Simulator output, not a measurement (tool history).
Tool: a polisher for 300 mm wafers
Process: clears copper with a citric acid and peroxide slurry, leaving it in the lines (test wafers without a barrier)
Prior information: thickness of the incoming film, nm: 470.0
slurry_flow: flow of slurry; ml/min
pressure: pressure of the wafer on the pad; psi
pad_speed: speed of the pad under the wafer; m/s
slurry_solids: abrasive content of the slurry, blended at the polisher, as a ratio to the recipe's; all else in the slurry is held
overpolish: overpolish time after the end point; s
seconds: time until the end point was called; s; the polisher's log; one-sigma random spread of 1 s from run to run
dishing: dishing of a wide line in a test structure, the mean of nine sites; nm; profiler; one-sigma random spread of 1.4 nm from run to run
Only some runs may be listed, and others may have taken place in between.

| run | hour | slurry_flow | pressure | pad_speed | slurry_solids | overpolish | seconds | dishing |
|---|---|---|---|---|---|---|---|---|
| 1 | 0 | 295 | 4 | 1.22 | 1 | 28 | 108.99 | 80.345 |
| 2 | 6.4 | 295 | 4 | 1.22 | 1 | 29 | 108.01 | 82.668 |
| 3 | 13.9 | 295 | 4 | 1.22 | 1 | 20 | 109.39 | 60.116 |
| 4 | 19.7 | 295 | 4 | 1.22 | 1 | 22 | 109.08 | 64.629 |
| 5 | 22.2 | 295 | 4 | 1.02 | 1 | 22 | 129.72 | 58.266 |
| 6 | 27 | 295 | 4.1 | 1.02 | 1 | 24 | 128.01 | 63.24 |
| 7 | 30 | 295 | 4.2 | 1.02 | 1 | 25 | 124.26 | 66.554 |
| 8 | 38.4 | 295 | 4.2 | 1.02 | 1 | 25 | 125.7 | 65.732 |

Run 9 is up next; what results do you expect?
| 9 | 40.7 | 285 | 5.3 | 1 | 1 | 39 | ? | ? |

{"run 9": {"seconds": 103.99, "dishing": 105.5}}
